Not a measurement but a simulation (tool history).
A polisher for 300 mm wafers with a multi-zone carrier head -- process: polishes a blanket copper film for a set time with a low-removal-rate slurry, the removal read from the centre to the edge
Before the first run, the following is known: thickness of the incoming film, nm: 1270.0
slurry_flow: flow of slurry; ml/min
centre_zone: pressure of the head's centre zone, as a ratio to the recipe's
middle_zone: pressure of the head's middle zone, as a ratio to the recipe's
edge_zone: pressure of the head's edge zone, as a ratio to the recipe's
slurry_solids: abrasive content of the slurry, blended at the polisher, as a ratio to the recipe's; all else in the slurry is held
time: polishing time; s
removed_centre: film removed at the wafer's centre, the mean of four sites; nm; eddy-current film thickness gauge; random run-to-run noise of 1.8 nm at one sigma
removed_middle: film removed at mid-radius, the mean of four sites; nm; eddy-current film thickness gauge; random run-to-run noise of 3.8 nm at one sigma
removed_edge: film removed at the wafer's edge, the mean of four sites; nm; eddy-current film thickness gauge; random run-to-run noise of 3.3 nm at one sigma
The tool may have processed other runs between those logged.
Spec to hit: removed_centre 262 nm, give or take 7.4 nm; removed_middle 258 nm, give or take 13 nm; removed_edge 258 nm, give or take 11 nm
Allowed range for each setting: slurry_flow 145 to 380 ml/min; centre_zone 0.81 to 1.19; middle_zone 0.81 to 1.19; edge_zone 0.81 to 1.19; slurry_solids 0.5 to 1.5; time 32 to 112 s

| run | day | slurry_flow | centre_zone | middle_zone | edge_zone | slurry_solids | time | removed_centre | removed_middle | removed_edge |
|---|---|---|---|---|---|---|---|---|---|---|
| 1 | 0 | 245 | 1 | 1 | 1 | 1 | 72 | 209.71 | 207.86 | 204.69 |
| 2 | 0.238 | 250 | 1.01 | 1.01 | 1.02 | 1.1 | 73 | 219.43 | 214.49 | 214.01 |
| 3 | 0.475 | 255 | 1.02 | 1.03 | 1.04 | 1.15 | 74 | 228.11 | 229.76 | 221.31 |
| 4 | 0.683 | 260 | 1.03 | 1.03 | 1.06 | 1.2 | 74 | 231.28 | 236.97 | 227.52 |
| 5 | 0.875 | 260 | 1.03 | 1.03 | 1.06 | 1.1 | 74 | 233.81 | 226.53 | 222.99 |
| 6 | 1.071 | 260 | 1.03 | 1.03 | 1.06 | 1.1 | 59 | 182.18 | 181.52 | 179.64 |
| 7 | 1.262 | 265 | 1.04 | 1.03 | 1.08 | 1.15 | 62 | 198.75 | 187.9 | 187.77 |
| 8 | 1.3 | 255 | 1.04 | 1.03 | 1.09 | 1.2 | 65 | 205.84 | 199.13 | 204.97 |
| 9 | 1.471 | 250 | 1.06 | 1.04 | 1.1 | 1.25 | 66 | 218.23 | 211.54 | 207.82 |
| 10 | 1.712 | 250 | 1.06 | 1.04 | 1.11 | 1.3 | 68 | 226.5 | 218.98 | 214.5 |
| 11 | 1.867 | 250 | 1.06 | 1.04 | 1.11 | 1.3 | 68 | 224.38 | 218.67 | 217.81 |
| 12 | 1.946 | 250 | 1.06 | 1.04 | 1.12 | 1.35 | 69 | 232.41 | 216.4 | 222.32 |
| 13 | 2.071 | 250 | 1.06 | 1.05 | 1.13 | 1.4 | 70 | 235.59 | 224.59 | 228.21 |
| 14 | 2.225 | 250 | 1.06 | 1.06 | 1.14 | 1.4 | 71 | 242.66 | 232.16 | 232.22 |
| 15 | 2.283 | 250 | 1.06 | 1.06 | 1.15 | 1.4 | 72 | 241.94 | 235.28 | 240.7 |
| 16 | 2.45 | 255 | 1.06 | 1.07 | 1.16 | 1.4 | 72 | 244.33 | 242.99 | 237.71 |
| 17 | 2.517 | 255 | 1.06 | 1.07 | 1.16 | 1.4 | 73 | 245.05 | 241.42 | 241.17 |
| 18 | 2.733 | 255 | 1.06 | 1.07 | 1.16 | 1.4 | 74 | 248.08 | 248.86 | 245.4 |

5 next moves are on the table. One of them brings every result within its allowed miss. Which?
| A | 2.95 | 365 | 1.07 | 1.09 | 1.19 | 1.15 | 78 | ? | ? | ? |
| B | 2.95 | 290 | 1.06 | 1.11 | 1.18 | 1.15 | 73 | ? | ? | ? |
| C | 2.95 | 240 | 0.97 | 1.09 | 1.18 | 1.3 | 76 | ? | ? | ? |
| D | 2.95 | 225 | 0.93 | 0.89 | 1.19 | 1.5 | 83 | ? | ? | ? |
| E | 2.95 | 285 | 1.16 | 1.17 | 1.12 | 1.35 | 71 | ? | ? | ? |

| move | removed_centre | removed_middle | removed_edge |
|---|---|---|---|
| A | 264.3 | 257.49 | 257.47 |
| B | 239.66 | 239.9 | 236.2 |
| C | 229.69 | 248.24 | 249.41 |
| D | 246.31 | 234.74 | 282.14 |
| E | 264.73 | 253.04 | 232.11 |
A: in spec on every target
B: further off than the last run
C: further off than the last run
D: further off than the last run
E: brings the last run's worst result on target, with another outside its allowed miss
Correct choice: A, which meets every target
